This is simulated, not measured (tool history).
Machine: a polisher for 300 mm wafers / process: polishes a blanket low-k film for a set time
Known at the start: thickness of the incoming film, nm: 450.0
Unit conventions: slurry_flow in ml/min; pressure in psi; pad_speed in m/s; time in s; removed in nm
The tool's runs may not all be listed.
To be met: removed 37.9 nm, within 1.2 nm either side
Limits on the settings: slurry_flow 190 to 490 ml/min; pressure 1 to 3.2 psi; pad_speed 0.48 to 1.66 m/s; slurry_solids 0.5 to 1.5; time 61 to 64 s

| run | hour | slurry_flow | pressure | pad_speed | slurry_solids | time | removed |
|---|---|---|---|---|---|---|---|
| 1 | 0 | 315 | 2.1 | 1.06 | 1 | 61 | 22.838 |
| 2 | 6.7 | 315 | 2.1 | 0.94 | 1 | 61 | 21.009 |
| 3 | 9.5 | 315 | 2.5 | 0.98 | 1 | 61 | 25.88 |
| 4 | 17.4 | 245 | 2.5 | 0.98 | 1 | 61 | 25.356 |
| 5 | 19.4 | 245 | 3 | 0.98 | 1 | 61 | 30.265 |
| 6 | 27.6 | 245 | 3 | 0.98 | 0.85 | 61 | 27.66 |
| 7 | 33.5 | 245 | 3.1 | 1.08 | 0.85 | 61 | 30.393 |
| 8 | 36.7 | 245 | 3.1 | 1.18 | 0.85 | 61 | 32.258 |
| 9 | 45.7 | 250 | 3.1 | 1.24 | 0.85 | 61 | 33.744 |

Pick the move, out of 5, that brings all results within their allowed miss; only one does.
| A | 54.7 | 210 | 3.1 | 1.08 | 0.8 | 63 | ? |
| B | 54.7 | 215 | 3.2 | 1.1 | 0.75 | 64 | ? |
| C | 54.7 | 240 | 3.1 | 1.3 | 0.85 | 61 | ? |
| D | 54.7 | 205 | 3.2 | 1.16 | 0.8 | 61 | ? |
| E | 54.7 | 190 | 3.2 | 1.28 | 0.95 | 61 | ? |

| move | removed |
|---|---|
| A | 29.344 |
| B | 29.571 |
| C | 34.645 |
| D | 30.937 |
| E | 37.733 |
A: the biggest miss grows against the last run
B: the biggest miss grows against the last run
C: an improvement on the last run, though not all results are within tolerance
D: the biggest miss grows against the last run
E: meets every target
E is the move that brings every result within its allowed miss.

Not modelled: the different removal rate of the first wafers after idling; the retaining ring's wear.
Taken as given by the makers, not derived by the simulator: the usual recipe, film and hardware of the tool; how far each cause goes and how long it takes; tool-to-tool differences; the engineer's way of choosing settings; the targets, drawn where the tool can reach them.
